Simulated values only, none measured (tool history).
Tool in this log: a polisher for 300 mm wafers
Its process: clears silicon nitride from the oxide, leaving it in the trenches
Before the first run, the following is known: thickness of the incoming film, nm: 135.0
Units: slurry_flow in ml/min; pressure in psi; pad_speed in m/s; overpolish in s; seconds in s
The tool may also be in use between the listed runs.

run 1 hour=0.0 | slurry_flow=250 pressure=3.5 pad_speed=1.14 overpolish=7 | seconds=115.22
run 2 hour=2.6 | slurry_flow=250 pressure=2.8 pad_speed=1.14 overpolish=7 | seconds=146.65
run 3 hour=5.8 | slurry_flow=250 pressure=2.8 pad_speed=1.34 overpolish=7 | seconds=125.19
run 4 hour=11.8 | slurry_flow=250 pressure=3.0 pad_speed=1.34 overpolish=7 | seconds=119.50
run 5 hour=19.0 | slurry_flow=250 pressure=2.2 pad_speed=1.34 overpolish=7 | seconds=156.07
run 6 hour=23.1 | slurry_flow=250 pressure=2.2 pad_speed=1.34 overpolish=7 | seconds=151.11

Forecast run 7:
run 7 hour=30.6 | slurry_flow=250 pressure=2.6 pad_speed=1.36 overpolish=7 | seconds=?

{"run 7": {"seconds": 130.52}}
